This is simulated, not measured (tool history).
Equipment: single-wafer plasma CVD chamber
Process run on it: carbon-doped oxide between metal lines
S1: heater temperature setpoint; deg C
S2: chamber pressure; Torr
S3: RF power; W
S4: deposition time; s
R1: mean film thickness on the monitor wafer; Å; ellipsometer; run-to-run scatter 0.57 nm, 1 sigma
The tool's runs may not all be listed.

Run 1, hour 0: S1 335 deg C, S2 5.29 Torr, S3 635 W, S4 25.1 s. Result: R1 1610.6 Å.
Run 2, hour 4.7: S1 340 deg C, S2 4.82 Torr, S3 600 W, S4 25.1 s. Result: R1 1483.2 Å.
Run 3, hour 8.6: S1 330 deg C, S2 4.82 Torr, S3 600 W, S4 25.1 s. Result: R1 1533.2 Å.
Run 4, hour 16: S1 330 deg C, S2 5.4 Torr, S3 600 W, S4 25.1 s. Result: R1 1559.9 Å.
Run 5, hour 17.2: S1 322 deg C, S2 5.4 Torr, S3 600 W, S4 25.1 s. Result: R1 1610.2 Å.
Run 6, hour 22.9: S1 322 deg C, S2 5.4 Torr, S3 600 W, S4 25.1 s. Result: R1 1605.3 Å.
At hour 25.2: RF generator calibrated.
Run 7, hour 25.2: S1 334 deg C, S2 4.34 Torr, S3 520 W, S4 25.1 s. Result: R1 1388.8 Å.

Forecast run 8:
Run 8, hour 29.2: S1 346 deg C, S2 3.83 Torr, S3 510 W, S4 25.1 s. Result: R1 ?.

{"run 8": {"R1": 1294.8}}

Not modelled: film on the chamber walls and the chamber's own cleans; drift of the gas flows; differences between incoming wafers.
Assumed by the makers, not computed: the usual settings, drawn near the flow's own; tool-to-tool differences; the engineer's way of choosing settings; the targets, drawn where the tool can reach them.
